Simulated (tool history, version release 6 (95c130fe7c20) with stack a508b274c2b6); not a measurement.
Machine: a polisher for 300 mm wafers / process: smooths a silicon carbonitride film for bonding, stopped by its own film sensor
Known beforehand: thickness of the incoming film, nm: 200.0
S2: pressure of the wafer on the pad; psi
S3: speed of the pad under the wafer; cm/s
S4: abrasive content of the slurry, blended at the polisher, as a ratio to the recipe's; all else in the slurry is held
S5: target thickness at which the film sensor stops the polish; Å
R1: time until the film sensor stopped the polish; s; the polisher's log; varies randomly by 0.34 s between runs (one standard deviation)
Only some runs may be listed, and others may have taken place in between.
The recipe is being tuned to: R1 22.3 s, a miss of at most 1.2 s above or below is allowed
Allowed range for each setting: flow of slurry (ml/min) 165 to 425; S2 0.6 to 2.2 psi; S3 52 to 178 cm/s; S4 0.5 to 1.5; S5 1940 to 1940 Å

{"run": 1, "hour": 0.0, "flow of slurry (ml/min)": 275, "S2": 1.4, "S3": 114, "S4": 1, "S5": 1940, "R1": 35.763}
{"run": 2, "hour": 2.5, "flow of slurry (ml/min)": 320, "S2": 1.4, "S3": 114, "S4": 1, "S5": 1940, "R1": 35.587}
{"run": 3, "hour": 6.1, "flow of slurry (ml/min)": 320, "S2": 1.5, "S3": 116, "S4": 1, "S5": 1940, "R1": 31.622}
{"run": 4, "hour": 7.0, "flow of slurry (ml/min)": 260, "S2": 1.5, "S3": 116, "S4": 1, "S5": 1940, "R1": 32.749}
{"run": 5, "hour": 10.5, "flow of slurry (ml/min)": 260, "S2": 1.5, "S3": 116, "S4": 0.9, "S5": 1940, "R1": 33.999}
{"run": 6, "hour": 16.7, "flow of slurry (ml/min)": 260, "S2": 1.5, "S3": 116, "S4": 0.9, "S5": 1940, "R1": 33.836}
{"hour": 22.3, "done": "slurry nozzle cleaned"}
{"run": 7, "hour": 22.3, "flow of slurry (ml/min)": 260, "S2": 1.5, "S3": 116, "S4": 0.9, "S5": 1940, "R1": 32.858}
{"run": 8, "hour": 23.1, "flow of slurry (ml/min)": 260, "S2": 1.6, "S3": 116, "S4": 0.9, "S5": 1940, "R1": 29.442}
{"run": 9, "hour": 29.8, "flow of slurry (ml/min)": 260, "S2": 1.7, "S3": 116, "S4": 0.9, "S5": 1940, "R1": 27.985}
{"run": 10, "hour": 33.6, "flow of slurry (ml/min)": 260, "S2": 1.8, "S3": 116, "S4": 0.9, "S5": 1940, "R1": 26.478}
{"run": 11, "hour": 35.4, "flow of slurry (ml/min)": 260, "S2": 1.9, "S3": 118, "S4": 0.9, "S5": 1940, "R1": 25.163}

4 next moves are on the table. One of them brings every result within its allowed miss. Which?
{"run": "A", "hour": 37.2, "flow of slurry (ml/min)": 235, "S2": 1.9, "S3": 146, "S4": 0.85, "S5": 1940, "R1": "?"}
{"run": "B", "hour": 37.2, "flow of slurry (ml/min)": 290, "S2": 1.9, "S3": 106, "S4": 0.9, "S5": 1940, "R1": "?"}
{"run": "C", "hour": 37.2, "flow of slurry (ml/min)": 290, "S2": 1.8, "S3": 118, "S4": 0.85, "S5": 1940, "R1": "?"}
{"run": "D", "hour": 37.2, "flow of slurry (ml/min)": 265, "S2": 1.8, "S3": 108, "S4": 1.1, "S5": 1940, "R1": "?"}

move=A R1=23.171
move=B R1=27.194
move=C R1=27.532
move=D R1=25.979
A: each result inside its tolerance
B: the biggest miss grows against the last run
C: the biggest miss grows against the last run
D: the biggest miss grows against the last run
The right move is A.

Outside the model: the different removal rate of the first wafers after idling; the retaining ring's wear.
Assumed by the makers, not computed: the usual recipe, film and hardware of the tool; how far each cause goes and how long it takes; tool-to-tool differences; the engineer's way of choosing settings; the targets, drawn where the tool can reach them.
